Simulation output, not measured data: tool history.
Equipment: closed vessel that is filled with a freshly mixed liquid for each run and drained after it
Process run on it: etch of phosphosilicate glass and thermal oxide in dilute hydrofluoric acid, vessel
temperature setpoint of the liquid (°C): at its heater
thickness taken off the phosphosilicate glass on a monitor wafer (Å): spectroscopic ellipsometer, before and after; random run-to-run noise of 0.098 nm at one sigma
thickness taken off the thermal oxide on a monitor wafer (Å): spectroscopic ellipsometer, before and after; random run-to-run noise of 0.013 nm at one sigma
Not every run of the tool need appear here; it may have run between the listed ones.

| run | day | temperature setpoint of the liquid (°C) | parts of water to one part of 49 % hydrofluoric acid (parts by volume) | time in the liquid (s) | thickness taken off the phosphosilicate glass on a monitor wafer (Å) | thickness taken off the thermal oxide on a monitor wafer (Å) |
|---|---|---|---|---|---|---|
| 1 | 0.000 | 20.0 | 280 | 60 | 275.05 | 7.3818 |
| 2 | 0.204 | 19.5 | 310 | 60 | 236.73 | 6.6749 |
| 3 | 0.538 | 19.5 | 335 | 60 | 212.38 | 5.4315 |
| 4 | 0.712 | 22.5 | 335 | 60 | 239.32 | 5.9660 |
| 5 | 0.988 | 21.5 | 355 | 60 | 215.33 | 5.5213 |
| 6 | 1.008 | 21.5 | 450 | 60 | 156.48 | 3.6777 |
| 7 | 1.175 | 21.0 | 455 | 60 | 150.80 | 3.6668 |
| 8 | 1.304 | 20.5 | 465 | 60 | 145.54 | 3.7033 |
| 9 | 1.592 | 20.5 | 470 | 60 | 140.52 | 3.6014 |
| 10 | 1.762 | 20.5 | 475 | 60 | 141.17 | 3.4582 |
| 11 | 2.021 | 20.0 | 480 | 60 | 135.35 | 3.6766 |
| 12 | 2.154 | 20.0 | 485 | 60 | 133.77 | 3.3892 |
| 13 | 2.388 | 20.0 | 485 | 60 | 134.97 | 3.5749 |
| 14 | 2.692 | 20.0 | 490 | 60 | 133.24 | 3.2842 |

What will run 15 give?
| 15 | 2.750 | 19.5 | 490 | 60 | ? | ? |

Run 15 measured thickness taken off the phosphosilicate glass on a monitor wafer (Å) 131.83, thickness taken off the thermal oxide on a monitor wafer (Å) 3.3215.
